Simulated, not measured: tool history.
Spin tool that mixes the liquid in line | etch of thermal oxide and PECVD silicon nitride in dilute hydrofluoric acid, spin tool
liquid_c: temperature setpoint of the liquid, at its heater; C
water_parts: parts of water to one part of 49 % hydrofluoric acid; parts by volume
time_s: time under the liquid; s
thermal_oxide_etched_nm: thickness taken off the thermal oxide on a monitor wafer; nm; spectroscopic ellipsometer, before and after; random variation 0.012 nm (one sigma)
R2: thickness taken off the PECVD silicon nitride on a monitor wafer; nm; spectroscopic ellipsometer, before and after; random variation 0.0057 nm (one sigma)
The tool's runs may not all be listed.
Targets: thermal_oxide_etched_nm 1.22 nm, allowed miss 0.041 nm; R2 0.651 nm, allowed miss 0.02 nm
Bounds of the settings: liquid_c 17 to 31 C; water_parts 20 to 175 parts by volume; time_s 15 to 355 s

{"run": 1, "day": 0.0, "liquid_c": 23, "water_parts": 95, "time_s": 180, "thermal_oxide_etched_nm": 8.7425, "R2": 5.2742}
{"run": 2, "day": 0.15, "liquid_c": 21.5, "water_parts": 110, "time_s": 145, "thermal_oxide_etched_nm": 5.6618, "R2": 3.334}
{"run": 3, "day": 0.471, "liquid_c": 19.5, "water_parts": 110, "time_s": 145, "thermal_oxide_etched_nm": 5.2197, "R2": 2.9074}
{"run": 4, "day": 0.838, "liquid_c": 19, "water_parts": 125, "time_s": 115, "thermal_oxide_etched_nm": 3.4791, "R2": 1.9898}
{"run": 5, "day": 0.875, "liquid_c": 17, "water_parts": 125, "time_s": 115, "thermal_oxide_etched_nm": 3.2102, "R2": 1.7252}
{"run": 6, "day": 1.088, "liquid_c": 17, "water_parts": 110, "time_s": 115, "thermal_oxide_etched_nm": 3.6731, "R2": 1.937}
{"run": 7, "day": 1.304, "liquid_c": 17, "water_parts": 120, "time_s": 95, "thermal_oxide_etched_nm": 2.7542, "R2": 1.4862}
{"run": 8, "day": 1.654, "liquid_c": 17, "water_parts": 130, "time_s": 80, "thermal_oxide_etched_nm": 2.0972, "R2": 1.1306}
{"run": 9, "day": 1.871, "liquid_c": 17, "water_parts": 140, "time_s": 80, "thermal_oxide_etched_nm": 1.9371, "R2": 1.0806}
{"day": 2.088, "done": "thermometer replaced"}
{"run": 10, "day": 2.088, "liquid_c": 17, "water_parts": 145, "time_s": 75, "thermal_oxide_etched_nm": 1.6529, "R2": 0.85536}
{"run": 11, "day": 2.371, "liquid_c": 17.5, "water_parts": 150, "time_s": 75, "thermal_oxide_etched_nm": 1.6141, "R2": 0.86782}

5 next moves are on the table. One of them brings every result within its allowed miss. Which?
{"run": "A", "day": 2.654, "liquid_c": 18.5, "water_parts": 175, "time_s": 65, "thermal_oxide_etched_nm": "?", "R2": "?"}
{"run": "B", "day": 2.654, "liquid_c": 17.5, "water_parts": 145, "time_s": 60, "thermal_oxide_etched_nm": "?", "R2": "?"}
{"run": "C", "day": 2.654, "liquid_c": 24, "water_parts": 170, "time_s": 85, "thermal_oxide_etched_nm": "?", "R2": "?"}
{"run": "D", "day": 2.654, "liquid_c": 18.5, "water_parts": 170, "time_s": 65, "thermal_oxide_etched_nm": "?", "R2": "?"}
{"run": "E", "day": 2.654, "liquid_c": 17, "water_parts": 155, "time_s": 60, "thermal_oxide_etched_nm": "?", "R2": "?"}

move=A thermal_oxide_etched_nm=1.1918 R2=0.70525
move=B thermal_oxide_etched_nm=1.3133 R2=0.72956
move=C thermal_oxide_etched_nm=1.9958 R2=1.3605
move=D thermal_oxide_etched_nm=1.2328 R2=0.7253
move=E thermal_oxide_etched_nm=1.192 R2=0.66111
A: nearer than the last run, and not there yet
B: nearer than the last run, and not there yet
C: further off than the last run
D: nearer than the last run, and not there yet
E: meets every target
Answer: E

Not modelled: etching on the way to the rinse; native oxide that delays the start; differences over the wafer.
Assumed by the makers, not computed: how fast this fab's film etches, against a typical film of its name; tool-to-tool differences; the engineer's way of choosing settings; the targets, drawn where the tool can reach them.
